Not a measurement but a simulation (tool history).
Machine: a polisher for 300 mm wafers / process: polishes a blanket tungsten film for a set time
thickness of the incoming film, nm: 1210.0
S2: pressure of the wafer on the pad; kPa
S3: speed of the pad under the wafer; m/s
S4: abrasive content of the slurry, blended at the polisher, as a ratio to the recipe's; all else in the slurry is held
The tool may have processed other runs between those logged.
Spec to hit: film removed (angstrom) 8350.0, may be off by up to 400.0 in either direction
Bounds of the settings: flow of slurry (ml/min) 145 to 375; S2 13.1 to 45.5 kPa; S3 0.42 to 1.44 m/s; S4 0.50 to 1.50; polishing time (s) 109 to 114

Run 1, day 0.000: flow of slurry (ml/min) 240, S2 29.0 kPa, S3 0.92 m/s, S4 1.00, polishing time (s) 109. Result: film removed (angstrom) 6573.1.
Run 2, day 0.329: flow of slurry (ml/min) 240, S2 29.0 kPa, S3 0.74 m/s, S4 1.00, polishing time (s) 109. Result: film removed (angstrom) 5352.1.
Run 3, day 0.612: flow of slurry (ml/min) 240, S2 29.0 kPa, S3 0.74 m/s, S4 1.00, polishing time (s) 114. Result: film removed (angstrom) 5543.2.
Run 4, day 0.979: flow of slurry (ml/min) 270, S2 29.0 kPa, S3 0.74 m/s, S4 1.00, polishing time (s) 114. Result: film removed (angstrom) 5491.6.
Run 5, day 1.338: flow of slurry (ml/min) 270, S2 32.4 kPa, S3 0.74 m/s, S4 1.00, polishing time (s) 114. Result: film removed (angstrom) 6074.8.
Run 6, day 1.708: flow of slurry (ml/min) 270, S2 35.2 kPa, S3 0.74 m/s, S4 1.00, polishing time (s) 114. Result: film removed (angstrom) 6445.9.
Run 7, day 1.788: flow of slurry (ml/min) 270, S2 37.9 kPa, S3 0.74 m/s, S4 1.00, polishing time (s) 114. Result: film removed (angstrom) 6777.1.
Run 8, day 2.029: flow of slurry (ml/min) 270, S2 40.0 kPa, S3 0.76 m/s, S4 1.00, polishing time (s) 114. Result: film removed (angstrom) 7309.8.
Run 9, day 2.238: flow of slurry (ml/min) 270, S2 41.4 kPa, S3 0.76 m/s, S4 1.00, polishing time (s) 114. Result: film removed (angstrom) 7720.8.
Run 10, day 2.392: flow of slurry (ml/min) 270, S2 42.1 kPa, S3 0.76 m/s, S4 1.00, polishing time (s) 114. Result: film removed (angstrom) 7660.3.
Run 11, day 2.438: flow of slurry (ml/min) 270, S2 42.7 kPa, S3 0.76 m/s, S4 1.00, polishing time (s) 114. Result: film removed (angstrom) 7970.2.
Run 12, day 2.750: flow of slurry (ml/min) 270, S2 43.4 kPa, S3 0.76 m/s, S4 1.00, polishing time (s) 114. Result: film removed (angstrom) 8047.8.

Consider the 4 candidate settings below. Which is the only one whose results all fall within their allowed miss of target?
Run A, day 3.062: flow of slurry (ml/min) 305, S2 45.5 kPa, S3 0.70 m/s, S4 0.95, polishing time (s) 114. Result: film removed (angstrom) ?.
Run B, day 3.062: flow of slurry (ml/min) 290, S2 41.4 kPa, S3 0.74 m/s, S4 1.10, polishing time (s) 114. Result: film removed (angstrom) ?.
Run C, day 3.062: flow of slurry (ml/min) 205, S2 45.5 kPa, S3 0.80 m/s, S4 0.90, polishing time (s) 114. Result: film removed (angstrom) ?.
Run D, day 3.062: flow of slurry (ml/min) 255, S2 42.7 kPa, S3 0.78 m/s, S4 1.05, polishing time (s) 109. Result: film removed (angstrom) ?.

move  film removed (angstrom)
   A                   7586.7
   B                   7527.3
   C                   8215.3
   D                   7629.1
A: the biggest miss grows against the last run
B: the biggest miss grows against the last run
C: meets every target
D: the biggest miss grows against the last run
Correct choice: C, which meets every target
